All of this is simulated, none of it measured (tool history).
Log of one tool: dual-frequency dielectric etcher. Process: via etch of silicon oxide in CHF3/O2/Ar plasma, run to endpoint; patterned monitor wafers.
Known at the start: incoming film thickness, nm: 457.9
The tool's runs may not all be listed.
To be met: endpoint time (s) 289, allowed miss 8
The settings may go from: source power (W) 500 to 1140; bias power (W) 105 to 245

run 1 day=0 | source_power_(W)=820 bias_power_(W)=175 | endpoint_time_(s)=215.84
run 2 day=0.371 | source_power_(W)=730 bias_power_(W)=155 | endpoint_time_(s)=241.07
run 3 day=0.7 | source_power_(W)=820 bias_power_(W)=155 | endpoint_time_(s)=226.31
run 4 day=1.067 | source_power_(W)=740 bias_power_(W)=147 | endpoint_time_(s)=244.62
run 5 day=1.112 | source_power_(W)=610 bias_power_(W)=147 | endpoint_time_(s)=261.26
run 6 day=1.471 | source_power_(W)=610 bias_power_(W)=161 | endpoint_time_(s)=247.86
run 7 day=1.538 | source_power_(W)=580 bias_power_(W)=151 | endpoint_time_(s)=265.32
run 8 day=1.596 | source_power_(W)=560 bias_power_(W)=147 | endpoint_time_(s)=272.23
run 9 day=1.771 | source_power_(W)=540 bias_power_(W)=145 | endpoint_time_(s)=279.4
run 10 day=1.975 | source_power_(W)=540 bias_power_(W)=145 | endpoint_time_(s)=278.95
run 11 day=2.025 | source_power_(W)=530 bias_power_(W)=144 | endpoint_time_(s)=277.01

Which of these 5 next moves meets every target?
run A day=2.075 | source_power_(W)=500 bias_power_(W)=142 | endpoint_time_(s)=?
run B day=2.075 | source_power_(W)=500 bias_power_(W)=121 | endpoint_time_(s)=?
run C day=2.075 | source_power_(W)=670 bias_power_(W)=150 | endpoint_time_(s)=?
run D day=2.075 | source_power_(W)=500 bias_power_(W)=122 | endpoint_time_(s)=?
run E day=2.075 | source_power_(W)=560 bias_power_(W)=159 | endpoint_time_(s)=?

move=A endpoint_time_(s)=290.9
move=B endpoint_time_(s)=316.54
move=C endpoint_time_(s)=253.8
move=D endpoint_time_(s)=315.14
move=E endpoint_time_(s)=263.48
A: meets every target
B: takes the result that was furthest off past its target
C: further off than the last run
D: takes the result that was furthest off past its target
E: further off than the last run
Answer: A
